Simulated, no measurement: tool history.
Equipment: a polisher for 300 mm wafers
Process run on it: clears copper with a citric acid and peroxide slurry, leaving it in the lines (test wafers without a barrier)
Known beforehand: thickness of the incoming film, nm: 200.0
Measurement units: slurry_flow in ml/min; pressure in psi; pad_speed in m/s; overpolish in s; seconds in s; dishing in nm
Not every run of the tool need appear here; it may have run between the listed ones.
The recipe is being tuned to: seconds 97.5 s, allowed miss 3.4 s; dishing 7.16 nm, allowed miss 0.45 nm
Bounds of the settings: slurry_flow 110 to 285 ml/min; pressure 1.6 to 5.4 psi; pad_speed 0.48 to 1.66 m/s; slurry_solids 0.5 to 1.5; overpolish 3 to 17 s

Run 1, hour 0: slurry_flow 180 ml/min, pressure 3.5 psi, pad_speed 1.06 m/s, slurry_solids 1, overpolish 9 s. Result: seconds 64.433 s, dishing 16.692 nm.
Run 2, hour 5.7: slurry_flow 180 ml/min, pressure 3.5 psi, pad_speed 1.06 m/s, slurry_solids 1.15, overpolish 9 s. Result: seconds 62.343 s, dishing 16.971 nm.
Run 3, hour 6.7: slurry_flow 185 ml/min, pressure 3.1 psi, pad_speed 1.06 m/s, slurry_solids 1.15, overpolish 8 s. Result: seconds 69.375 s, dishing 14.433 nm.
Run 4, hour 11.9: slurry_flow 185 ml/min, pressure 2.8 psi, pad_speed 1.06 m/s, slurry_solids 1.15, overpolish 7 s. Result: seconds 76.67 s, dishing 11.895 nm.
Run 5, hour 19: slurry_flow 185 ml/min, pressure 2.6 psi, pad_speed 1.06 m/s, slurry_solids 1.15, overpolish 6 s. Result: seconds 82.837 s, dishing 9.9427 nm.
Run 6, hour 24.3: slurry_flow 185 ml/min, pressure 2.6 psi, pad_speed 1.06 m/s, slurry_solids 1.15, overpolish 9 s. Result: seconds 82.702 s, dishing 13.58 nm.
Run 7, hour 27.6: slurry_flow 185 ml/min, pressure 2.5 psi, pad_speed 1.06 m/s, slurry_solids 1.15, overpolish 8 s. Result: seconds 85.898 s, dishing 11.749 nm.
Run 8, hour 28.2: slurry_flow 185 ml/min, pressure 2.4 psi, pad_speed 1.06 m/s, slurry_solids 1.15, overpolish 7 s. Result: seconds 87.816 s, dishing 10.608 nm.
Run 9, hour 33.3: slurry_flow 185 ml/min, pressure 2.3 psi, pad_speed 1.06 m/s, slurry_solids 1.15, overpolish 6 s. Result: seconds 92.841 s, dishing 8.537 nm.

Which one of the following 5 next-run settings gets every result inside its allowed miss? There is exactly one.
Run A, hour 38.4: slurry_flow 195 ml/min, pressure 2.6 psi, pad_speed 0.92 m/s, slurry_solids 1.1, overpolish 7 s. Result: seconds ?, dishing ?.
Run B, hour 38.4: slurry_flow 180 ml/min, pressure 2.5 psi, pad_speed 0.82 m/s, slurry_solids 1.25, overpolish 5 s. Result: seconds ?, dishing ?.
Run C, hour 38.4: slurry_flow 125 ml/min, pressure 2.8 psi, pad_speed 0.76 m/s, slurry_solids 1.15, overpolish 6 s. Result: seconds ?, dishing ?.
Run D, hour 38.4: slurry_flow 170 ml/min, pressure 2.9 psi, pad_speed 0.76 m/s, slurry_solids 1.45, overpolish 6 s. Result: seconds ?, dishing ?.
Run E, hour 38.4: slurry_flow 175 ml/min, pressure 2.3 psi, pad_speed 1.12 m/s, slurry_solids 1.15, overpolish 5 s. Result: seconds ?, dishing ?.

move  seconds  dishing
   A    89.35   10.438
   B   96.549   7.2305
   C   97.197   8.4765
   D   84.578   9.5883
   E   90.033   7.6932
A: misses by more than the last run did
B: meets every target
C: no better and no worse than the last run
D: misses by more than the last run did
E: moves toward the targets from the last run without getting all of them in spec
Answer: B
